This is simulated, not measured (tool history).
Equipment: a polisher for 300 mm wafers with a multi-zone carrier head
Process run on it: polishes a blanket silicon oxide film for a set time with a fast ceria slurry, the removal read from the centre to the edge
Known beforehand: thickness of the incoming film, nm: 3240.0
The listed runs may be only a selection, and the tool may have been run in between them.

run,hour,flow of slurry (ml/min),pressure of the head's centre zone,pressure of the head's middle zone,pressure of the head's edge zone,polishing time (s),film removed at the wafer's centre (Å),film removed at mid-radius (Å),film removed at the wafer's edge (Å)
1,0.0,290,1.00,1.00,1.00,58,9641.9,10201,10056
2,2.0,295,1.03,0.99,1.02,60,10353.0,10338,10564
3,8.0,295,1.03,0.99,0.94,60,10235.0,10302,10127
4,10.0,295,1.03,0.99,0.91,60,10210.0,10415,10005
5,17.2,295,1.05,0.98,0.94,62,10867.0,10599,10645
6,19.0,295,1.07,0.98,0.97,63,11204.0,10632,10800

What will run 7 give?
7,23.7,300,1.08,0.97,0.99,64,?,?,?

{"run 7": {"film removed at the wafer's centre (Å)": 11532.0, "film removed at mid-radius (Å)": 10918, "film removed at the wafer's edge (Å)": 11097}}
